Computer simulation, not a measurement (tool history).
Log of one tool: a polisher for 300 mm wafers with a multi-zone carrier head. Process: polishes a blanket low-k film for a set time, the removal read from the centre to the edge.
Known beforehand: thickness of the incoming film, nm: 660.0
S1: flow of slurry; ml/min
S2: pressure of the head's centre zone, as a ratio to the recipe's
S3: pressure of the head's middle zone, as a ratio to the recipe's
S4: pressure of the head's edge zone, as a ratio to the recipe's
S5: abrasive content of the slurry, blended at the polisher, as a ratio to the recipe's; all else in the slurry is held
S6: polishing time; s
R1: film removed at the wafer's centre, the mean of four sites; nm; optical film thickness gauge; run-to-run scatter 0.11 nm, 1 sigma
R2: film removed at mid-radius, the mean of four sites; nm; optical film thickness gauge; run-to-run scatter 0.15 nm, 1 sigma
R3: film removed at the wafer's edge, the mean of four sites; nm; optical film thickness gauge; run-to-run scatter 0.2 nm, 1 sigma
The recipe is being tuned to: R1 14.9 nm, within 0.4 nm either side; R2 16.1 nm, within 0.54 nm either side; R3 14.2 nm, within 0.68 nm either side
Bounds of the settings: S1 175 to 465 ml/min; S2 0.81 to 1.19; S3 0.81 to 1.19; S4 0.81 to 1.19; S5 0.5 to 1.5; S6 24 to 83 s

{"run": 1, "day": 0.0, "S1": 295, "S2": 1, "S3": 1, "S4": 1, "S5": 1, "S6": 53, "R1": 22.318, "R2": 22.256, "R3": 21.711}
{"run": 2, "day": 0.221, "S1": 295, "S2": 0.99, "S3": 1, "S4": 0.97, "S5": 0.9, "S6": 52, "R1": 20.337, "R2": 20.291, "R3": 20.142}
{"run": 3, "day": 0.388, "S1": 295, "S2": 0.99, "S3": 1.06, "S4": 0.97, "S5": 0.9, "S6": 52, "R1": 20.571, "R2": 21.005, "R3": 19.826}
{"run": 4, "day": 0.567, "S1": 365, "S2": 0.99, "S3": 1.06, "S4": 0.97, "S5": 0.9, "S6": 52, "R1": 21.124, "R2": 21.668, "R3": 20.426}
{"run": 5, "day": 0.746, "S1": 435, "S2": 0.99, "S3": 1.06, "S4": 0.97, "S5": 0.9, "S6": 52, "R1": 21.21, "R2": 22.268, "R3": 20.743}
{"run": 6, "day": 0.967, "S1": 435, "S2": 0.92, "S3": 1.06, "S4": 0.97, "S5": 0.9, "S6": 52, "R1": 19.508, "R2": 22.026, "R3": 20.856}
{"run": 7, "day": 1.338, "S1": 430, "S2": 0.92, "S3": 1.06, "S4": 0.94, "S5": 0.85, "S6": 51, "R1": 18.708, "R2": 20.786, "R3": 19.328}
{"run": 8, "day": 1.688, "S1": 360, "S2": 0.87, "S3": 1.03, "S4": 0.84, "S5": 0.6, "S6": 51, "R1": 13.189, "R2": 15.303, "R3": 13.906}
{"run": 9, "day": 1.721, "S1": 370, "S2": 0.88, "S3": 1.03, "S4": 0.84, "S5": 0.6, "S6": 51, "R1": 13.633, "R2": 15.366, "R3": 13.711}
{"run": 10, "day": 2.05, "S1": 380, "S2": 0.89, "S3": 1.03, "S4": 0.84, "S5": 0.6, "S6": 51, "R1": 13.569, "R2": 15.424, "R3": 14.26}
{"run": 11, "day": 2.258, "S1": 375, "S2": 0.91, "S3": 1.04, "S4": 0.84, "S5": 0.6, "S6": 51, "R1": 14.05, "R2": 15.573, "R3": 13.731}
{"run": 12, "day": 2.408, "S1": 380, "S2": 0.91, "S3": 1.04, "S4": 0.84, "S5": 0.6, "S6": 51, "R1": 13.973, "R2": 15.383, "R3": 13.977}
{"run": 13, "day": 2.583, "S1": 385, "S2": 0.92, "S3": 1.05, "S4": 0.84, "S5": 0.6, "S6": 51, "R1": 14.242, "R2": 15.61, "R3": 14.196}
{"run": 14, "day": 2.679, "S1": 385, "S2": 0.93, "S3": 1.06, "S4": 0.84, "S5": 0.6, "S6": 51, "R1": 14.247, "R2": 15.987, "R3": 13.468}
{"run": 15, "day": 3.021, "S1": 410, "S2": 0.95, "S3": 1.03, "S4": 0.88, "S5": 0.65, "S6": 51, "R1": 15.902, "R2": 16.648, "R3": 15.249}
{"run": 16, "day": 3.308, "S1": 400, "S2": 0.95, "S3": 1.03, "S4": 0.87, "S5": 0.65, "S6": 51, "R1": 15.738, "R2": 16.814, "R3": 14.992}
{"run": 17, "day": 3.488, "S1": 390, "S2": 0.95, "S3": 1.03, "S4": 0.86, "S5": 0.65, "S6": 51, "R1": 15.719, "R2": 16.621, "R3": 15.152}
{"run": 18, "day": 3.65, "S1": 380, "S2": 0.95, "S3": 1.03, "S4": 0.85, "S5": 0.65, "S6": 51, "R1": 15.707, "R2": 16.542, "R3": 15.055}
{"run": 19, "day": 3.9, "S1": 355, "S2": 0.93, "S3": 1.05, "S4": 0.81, "S5": 0.55, "S6": 51, "R1": 13.026, "R2": 14.342, "R3": 12.475}
{"run": 20, "day": 3.942, "S1": 370, "S2": 0.93, "S3": 1.05, "S4": 0.82, "S5": 0.55, "S6": 51, "R1": 13.043, "R2": 14.405, "R3": 12.639}
{"run": 21, "day": 4.233, "S1": 385, "S2": 0.93, "S3": 1.05, "S4": 0.83, "S5": 0.55, "S6": 51, "R1": 13.015, "R2": 14.284, "R3": 12.499}
{"run": 22, "day": 4.517, "S1": 390, "S2": 0.93, "S3": 1.05, "S4": 0.83, "S5": 0.55, "S6": 51, "R1": 13.134, "R2": 14.237, "R3": 12.563}
{"run": 23, "day": 4.875, "S1": 390, "S2": 0.94, "S3": 1.04, "S4": 0.82, "S5": 0.6, "S6": 51, "R1": 14.685, "R2": 15.352, "R3": 13.637}
{"run": 24, "day": 5.071, "S1": 395, "S2": 0.94, "S3": 1.04, "S4": 0.82, "S5": 0.6, "S6": 51, "R1": 14.609, "R2": 15.478, "R3": 14.09}

Of the 4 settings listed for the next run, only one would bring every result within its allowed miss of target. Which one?
{"run": "A", "day": 5.267, "S1": 395, "S2": 0.87, "S3": 1.04, "S4": 0.81, "S5": 0.6, "S6": 52, "R1": "?", "R2": "?", "R3": "?"}
{"run": "B", "day": 5.267, "S1": 430, "S2": 0.97, "S3": 1.12, "S4": 0.89, "S5": 0.7, "S6": 44, "R1": "?", "R2": "?", "R3": "?"}
{"run": "C", "day": 5.267, "S1": 425, "S2": 0.89, "S3": 0.91, "S4": 0.81, "S5": 0.8, "S6": 43, "R1": "?", "R2": "?", "R3": "?"}
{"run": "D", "day": 5.267, "S1": 380, "S2": 0.94, "S3": 0.99, "S4": 0.88, "S5": 0.5, "S6": 61, "R1": "?", "R2": "?", "R3": "?"}

move=A R1=13.588 R2=15.802 R3=13.923
move=B R1=14.737 R2=16.105 R3=14.059
move=C R1=14.544 R2=15.177 R3=14.569
move=D R1=14.274 R2=14.871 R3=14.055
A: meets the target for the result that was furthest off, but another lies outside its allowed miss
B: in spec on every target
C: misses by more than the last run did
D: misses by more than the last run did
B is the move that brings every result within its allowed miss.
